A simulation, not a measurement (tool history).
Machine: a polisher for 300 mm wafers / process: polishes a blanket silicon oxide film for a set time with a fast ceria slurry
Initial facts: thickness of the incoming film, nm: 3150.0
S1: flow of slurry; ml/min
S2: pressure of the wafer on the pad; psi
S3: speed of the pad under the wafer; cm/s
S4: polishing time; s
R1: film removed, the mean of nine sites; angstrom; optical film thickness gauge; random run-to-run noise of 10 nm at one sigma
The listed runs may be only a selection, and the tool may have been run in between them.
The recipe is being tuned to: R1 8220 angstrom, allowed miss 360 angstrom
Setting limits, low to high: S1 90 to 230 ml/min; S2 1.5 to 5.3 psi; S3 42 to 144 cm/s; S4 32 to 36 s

run	hour	S1	S2	S3	S4	R1
1	0	150	3.4	92	36	5221.9
2	3.4	150	3.4	100	36	5794.8
3	5.5	150	3.4	88	36	5061.8
4	12.5	150	3.4	74	36	4258
5	13.2	120	3.4	74	36	4091.2
6	16.5	125	3.8	76	36	4744.7
7	23	140	4.8	86	36	6709.3
8	27	140	4.9	88	36	6901.4

Below are 4 possible settings for the next run. Only one of them brings all results inside the allowed miss of their targets. Which is it?
A	31	125	5.2	104	34	?
B	31	120	4.3	88	36	?
C	31	140	4.6	80	33	?
D	31	130	5	74	32	?

move	R1
A	8134.9
B	6049.6
C	5571
D	5347.5
A: every result lands within tolerance
B: moves away from the targets compared with the last run
C: moves away from the targets compared with the last run
D: moves away from the targets compared with the last run
A meets every target.
